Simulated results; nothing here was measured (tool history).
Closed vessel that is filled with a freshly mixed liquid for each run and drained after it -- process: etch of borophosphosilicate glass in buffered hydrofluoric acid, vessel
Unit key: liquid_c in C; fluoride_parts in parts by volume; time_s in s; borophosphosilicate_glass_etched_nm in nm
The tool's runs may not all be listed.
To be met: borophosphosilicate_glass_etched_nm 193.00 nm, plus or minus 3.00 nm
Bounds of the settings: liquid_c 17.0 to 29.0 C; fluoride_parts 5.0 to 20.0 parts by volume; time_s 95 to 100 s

run	day	liquid_c	fluoride_parts	time_s	borophosphosilicate_glass_etched_nm
1	0.000	21.0	12.0	95	105.68
2	0.262	23.5	12.0	95	120.91
3	0.471	24.5	11.5	95	132.24
4	0.542	24.5	11.5	95	132.73
5	0.612	24.5	11.5	95	132.26
6	0.667	24.5	11.5	100	140.17
7	0.933	25.5	11.0	100	154.01
8	1.146	26.5	11.0	100	162.91
9	1.258	27.0	11.0	100	166.16
10	1.479	27.5	11.0	100	170.48
11	1.646	28.0	11.0	100	175.84
12	1.800	28.5	10.5	100	188.95

Below are 4 possible settings for the next run. Only one of them brings all results inside the allowed miss of their targets. Which is it?
A	1.954	29.0	10.0	95	?
B	1.954	26.0	8.0	95	?
C	1.954	29.0	9.5	95	?
D	1.954	27.5	9.5	95	?

move	borophosphosilicate_glass_etched_nm
A	192.66
B	200.07
C	199.05
D	183.98
A: all results in spec
B: pushes the last run's worst result past its target
C: pushes the last run's worst result past its target
D: its largest miss is bigger than the last run's
Go with A: it meets all targets.
